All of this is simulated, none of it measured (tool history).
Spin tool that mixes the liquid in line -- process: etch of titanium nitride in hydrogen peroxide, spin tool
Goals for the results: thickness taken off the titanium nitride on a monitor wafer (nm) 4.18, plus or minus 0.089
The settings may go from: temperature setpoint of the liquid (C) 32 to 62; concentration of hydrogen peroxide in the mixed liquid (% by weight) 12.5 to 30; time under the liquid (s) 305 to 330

run,hour,temperature setpoint of the liquid (C),concentration of hydrogen peroxide in the mixed liquid (% by weight),time under the liquid (s),thickness taken off the titanium nitride on a monitor wafer (nm)
1,0,46,23.5,305,7.9397
2,7.7,46,25,305,7.9911
3,14,44,25,305,6.833
4,18.8,44,25,305,6.9411
5,22.6,42,25,305,5.9258
6,30,42,22.5,305,5.7874
7,31.1,41,22.5,305,5.3802
8,40,40,22.5,305,4.9114
9,41.4,39.5,22.5,305,4.7942
10,49.6,39,22.5,305,4.6032
11,56.2,38.5,22.5,305,4.4402

Exercise: of the 5 proposed moves below, exactly one satisfies all targets within the stated allowed misses. Which move is it?
A,62.8,39.5,20,315,?
B,62.8,39.5,22,305,?
C,62.8,38.5,22.5,330,?
D,62.8,39,23,305,?
E,62.8,37.5,21.5,315,?

move,thickness taken off the titanium nitride on a monitor wafer (nm)
A,4.8557
B,4.7989
C,4.8289
D,4.6616
E,4.2223
A: misses by more than the last run did
B: misses by more than the last run did
C: misses by more than the last run did
D: misses by more than the last run did
E: meets every target
Correct choice: E, which meets every target

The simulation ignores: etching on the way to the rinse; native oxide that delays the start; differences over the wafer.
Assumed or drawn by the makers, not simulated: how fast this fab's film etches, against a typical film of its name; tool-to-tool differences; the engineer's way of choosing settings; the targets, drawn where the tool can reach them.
